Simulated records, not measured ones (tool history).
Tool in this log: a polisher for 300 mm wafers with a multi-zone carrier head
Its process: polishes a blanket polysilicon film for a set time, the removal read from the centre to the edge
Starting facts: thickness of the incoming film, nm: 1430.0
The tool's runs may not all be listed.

| run | hour | flow of slurry (ml/min) | pressure of the head's centre zone | pressure of the head's middle zone | pressure of the head's edge zone | polishing time (s) | film removed at the wafer's centre (Å) | film removed at mid-radius (Å) | film removed at the wafer's edge (Å) |
|---|---|---|---|---|---|---|---|---|---|
| 1 | 0.0 | 130 | 1.00 | 1.00 | 1.00 | 43 | 4450.5 | 4424.3 | 4511.0 |
| 2 | 5.4 | 130 | 1.00 | 0.97 | 1.00 | 43 | 4479.8 | 4288.0 | 4507.5 |
| 3 | 9.9 | 125 | 0.99 | 0.95 | 1.00 | 42 | 4282.2 | 4067.0 | 4417.8 |
| 4 | 18.6 | 125 | 0.99 | 0.95 | 1.00 | 51 | 5224.7 | 5027.4 | 5109.4 |
| 5 | 20.0 | 120 | 0.98 | 0.93 | 0.99 | 49 | 4888.2 | 4634.1 | 4978.7 |
| 6 | 27.7 | 115 | 0.97 | 0.92 | 0.97 | 47 | 4554.7 | 4393.2 | 4600.6 |

Estimate the outcome of run 7 from the log above:
| 7 | 35.8 | 110 | 0.97 | 0.91 | 0.97 | 45 | ? | ? | ? |

{"run 7": {"film removed at the wafer's centre (Å)": 4312.8, "film removed at mid-radius (Å)": 4113.5, "film removed at the wafer's edge (Å)": 4519.7}}

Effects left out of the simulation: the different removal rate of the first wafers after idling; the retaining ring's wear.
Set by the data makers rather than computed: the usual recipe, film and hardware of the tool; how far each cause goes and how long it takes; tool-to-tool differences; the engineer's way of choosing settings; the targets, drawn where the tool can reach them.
